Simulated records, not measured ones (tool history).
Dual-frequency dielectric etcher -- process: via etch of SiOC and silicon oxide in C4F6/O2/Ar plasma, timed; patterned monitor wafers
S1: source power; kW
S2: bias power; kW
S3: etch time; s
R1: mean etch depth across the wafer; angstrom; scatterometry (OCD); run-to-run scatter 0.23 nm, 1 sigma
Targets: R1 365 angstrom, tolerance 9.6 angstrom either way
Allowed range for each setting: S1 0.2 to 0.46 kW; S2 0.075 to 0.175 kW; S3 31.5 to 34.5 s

| run | hour | S1 | S2 | S3 | R1 |
|---|---|---|---|---|---|
| 1 | 0 | 0.33 | 0.125 | 34.5 | 322.36 |
| 2 | 5.4 | 0.29 | 0.125 | 34.5 | 301.66 |
| 3 | 7.3 | 0.29 | 0.107 | 34.5 | 292.91 |
| 4 | 13.4 | 0.32 | 0.111 | 34.5 | 309.74 |
| 5 | 21.6 | 0.34 | 0.114 | 34.5 | 321.53 |
| 6 | 29.1 | 0.36 | 0.116 | 34.5 | 337.46 |
| 7 | 32.4 | 0.37 | 0.117 | 34.5 | 340.23 |
| 8 | 38.8 | 0.38 | 0.118 | 34.5 | 348.66 |
| 9 | 45 | 0.39 | 0.119 | 34.5 | 344.93 |
| 10 | 46.9 | 0.4 | 0.12 | 34.5 | 351.87 |

Which one of the following 5 next-run settings gets every result inside its allowed miss? There is exactly one.
| A | 48.8 | 0.4 | 0.122 | 33 | ? |
| B | 48.8 | 0.42 | 0.105 | 33.5 | ? |
| C | 48.8 | 0.44 | 0.126 | 33.5 | ? |
| D | 48.8 | 0.36 | 0.141 | 32.5 | ? |
| E | 48.8 | 0.39 | 0.113 | 33.5 | ? |

| move | R1 |
|---|---|
| A | 343.18 |
| B | 345.34 |
| C | 367.37 |
| D | 331.98 |
| E | 338.34 |
A: moves away from the targets compared with the last run
B: moves away from the targets compared with the last run
C: all results in spec
D: moves away from the targets compared with the last run
E: moves away from the targets compared with the last run
So the answer is move C, the one that meets all the targets.

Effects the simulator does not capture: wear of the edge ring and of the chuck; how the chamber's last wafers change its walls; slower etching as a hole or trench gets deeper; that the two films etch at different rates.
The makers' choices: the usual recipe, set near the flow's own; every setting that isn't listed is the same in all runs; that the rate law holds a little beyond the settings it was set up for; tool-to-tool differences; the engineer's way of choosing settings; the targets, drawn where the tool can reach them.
